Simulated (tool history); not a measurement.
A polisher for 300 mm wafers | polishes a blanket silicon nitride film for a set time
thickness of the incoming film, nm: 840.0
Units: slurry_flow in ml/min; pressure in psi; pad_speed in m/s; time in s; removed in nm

{"run": 1, "hour": 0.0, "slurry_flow": 275, "pressure": 2.9, "pad_speed": 1.26, "time": 84, "removed": 136.89}
{"run": 2, "hour": 6.5, "slurry_flow": 240, "pressure": 2.9, "pad_speed": 1.26, "time": 84, "removed": 135.79}
{"run": 3, "hour": 10.8, "slurry_flow": 240, "pressure": 2.6, "pad_speed": 1.26, "time": 84, "removed": 122.2}
{"run": 4, "hour": 18.8, "slurry_flow": 240, "pressure": 2.6, "pad_speed": 1.26, "time": 88, "removed": 133.12}
{"hour": 21.8, "done": "slurry nozzle cleaned"}
{"run": 5, "hour": 21.8, "slurry_flow": 240, "pressure": 2.3, "pad_speed": 1.24, "time": 88, "removed": 122.85}
{"run": 6, "hour": 25.8, "slurry_flow": 240, "pressure": 2.3, "pad_speed": 1.5, "time": 88, "removed": 143.67}
{"run": 7, "hour": 33.1, "slurry_flow": 240, "pressure": 2.0, "pad_speed": 1.44, "time": 88, "removed": 128.6}

Run 8 comes next. What will it give?
{"run": 8, "hour": 36.3, "slurry_flow": 240, "pressure": 1.8, "pad_speed": 1.4, "time": 88, "removed": "?"}

{"run 8": {"removed": 117.45}}
